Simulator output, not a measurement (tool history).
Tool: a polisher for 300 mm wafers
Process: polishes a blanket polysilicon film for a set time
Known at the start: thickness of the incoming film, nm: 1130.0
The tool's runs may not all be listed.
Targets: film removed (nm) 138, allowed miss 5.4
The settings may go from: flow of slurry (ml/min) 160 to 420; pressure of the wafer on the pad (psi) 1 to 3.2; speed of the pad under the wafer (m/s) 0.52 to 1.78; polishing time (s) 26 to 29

| run | day | flow of slurry (ml/min) | pressure of the wafer on the pad (psi) | speed of the pad under the wafer (m/s) | polishing time (s) | film removed (nm) |
|---|---|---|---|---|---|---|
| 1 | 0 | 270 | 2.1 | 1.14 | 29 | 167.03 |
| 2 | 0.312 | 270 | 2.5 | 1.14 | 29 | 185.87 |
| 3 | 0.558 | 310 | 2.5 | 1.14 | 29 | 189.77 |
| 4 | 0.608 | 310 | 2.8 | 1.14 | 29 | 203.08 |
| 5 | 0.746 | 310 | 2.8 | 1.14 | 26 | 187.57 |
| 6 | 0.783 | 310 | 2.8 | 1.32 | 26 | 208.78 |
| 7 | 0.9 | 310 | 2.6 | 1.3 | 26 | 194.04 |
| 8 | 1.212 | 310 | 2.4 | 1.28 | 26 | 179.26 |
| 9 | 1.246 | 310 | 2.3 | 1.28 | 26 | 175.34 |
| 10 | 1.375 | 310 | 2.2 | 1.28 | 26 | 169.16 |

Which of these 5 next moves meets every target?
| A | 1.504 | 355 | 1.8 | 1.18 | 26 | ? |
| B | 1.504 | 205 | 1.6 | 1.02 | 29 | ? |
| C | 1.504 | 360 | 2 | 1.2 | 26 | ? |
| D | 1.504 | 325 | 2.1 | 1.14 | 27 | ? |
| E | 1.504 | 325 | 2.6 | 1.46 | 27 | ? |

| move | film removed (nm) |
|---|---|
| A | 141.33 |
| B | 125.52 |
| C | 153.66 |
| D | 157.52 |
| E | 222.15 |
A: meets every target
B: takes the result that was furthest off past its target
C: nearer than the last run, and not there yet
D: nearer than the last run, and not there yet
E: further off than the last run
The right move is A.
